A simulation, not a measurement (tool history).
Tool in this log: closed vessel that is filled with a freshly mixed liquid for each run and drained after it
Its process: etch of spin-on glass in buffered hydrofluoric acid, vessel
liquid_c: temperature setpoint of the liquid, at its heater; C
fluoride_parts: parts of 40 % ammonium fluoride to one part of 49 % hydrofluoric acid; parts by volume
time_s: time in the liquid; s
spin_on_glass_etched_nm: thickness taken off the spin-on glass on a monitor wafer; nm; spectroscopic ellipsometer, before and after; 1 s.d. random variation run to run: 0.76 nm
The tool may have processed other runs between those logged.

run	hour	liquid_c	fluoride_parts	time_s	spin_on_glass_etched_nm
1	0	21	10	90	233.2
2	2.9	21	12.5	90	190.61
3	9	24.5	12.5	90	228.82
4	17.6	24.5	14.5	90	198.96
5	18.9	22.5	14.5	90	176.74
6	26.5	21.5	14.5	90	168.51
7	27.8	17.5	14.5	90	133.78

For run 8, what comes out?
8	35.6	17.5	14.5	90	?

spin_on_glass_etched_nm: 134.63 nm
